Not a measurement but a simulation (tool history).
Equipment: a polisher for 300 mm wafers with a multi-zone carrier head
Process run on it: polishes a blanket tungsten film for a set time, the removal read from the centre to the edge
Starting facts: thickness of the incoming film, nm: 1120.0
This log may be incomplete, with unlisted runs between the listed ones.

run  hour  flow of slurry (ml/min)  pressure of the head's centre zone  pressure of the head's middle zone  pressure of the head's edge zone  abrasive content of the slurry  polishing time (s)  film removed at the wafer's centre (Å)  film removed at mid-radius (Å)  film removed at the wafer's edge (Å)
  1     0                      130                                   1                                   1                                 1                               1                  43                                    1994                          1968.9                                2053.5
  2   8.5                      120                                0.95                                1.02                              0.96                            0.85                  40                                  1675.4                            1855                                1778.1
  3  17.4                      120                                0.95                                1.02                              0.96                            0.85                  49                                  2020.2                          2271.2                                2177.8
  4  19.3                      120                                0.95                                1.02                              0.96                            0.75                  49                                  2009.5                          2177.6                                2137.5
  5  20.3                      110                                0.91                                1.01                              0.94                             0.7                  45                                  1721.6                          1972.7                                1937.8
  6  25.8                      110                                0.91                                1.01                              0.94                             0.7                  51                                  1903.7                          2226.5                                2168.6
  7  27.3                      105                                0.89                                1.01                              0.92                            0.65                  45                                  1649.3                          1910.8                                1858.6
  8  28.1                      105                                0.89                                1.01                              0.92                            0.65                  45                                  1620.2                          1855.6                                1831.5
  9  36.2                      105                                0.89                                1.01                              0.92                            0.65                  45                                  1643.1                          1893.6                                1827.5
 10  44.5                       85                                0.81                                1.03                              0.86                             0.5                  33                                   988.7                          1283.1                                1213.5
 11  50.9                       95                                0.82                                1.03                              0.87                             0.5                  33                                  1028.5                          1326.6                                  1223
 12  58.8                      100                                0.82                                1.03                              0.89                             0.5                  33                                  1024.8                          1292.6                                1269.7
 13  62.1                      130                                0.85                                1.11                              0.87                             0.6                  33                                  1160.5                          1526.6                                1332.4

Predict the results of run 14:
 14  68.9                      125                                0.85                                 1.1                              0.88                             0.6                  33                                       ?                               ?                                     ?

film removed at the wafer's centre (Å): 1175.2
film removed at mid-radius (Å): 1506.8
film removed at the wafer's edge (Å): 1319.8

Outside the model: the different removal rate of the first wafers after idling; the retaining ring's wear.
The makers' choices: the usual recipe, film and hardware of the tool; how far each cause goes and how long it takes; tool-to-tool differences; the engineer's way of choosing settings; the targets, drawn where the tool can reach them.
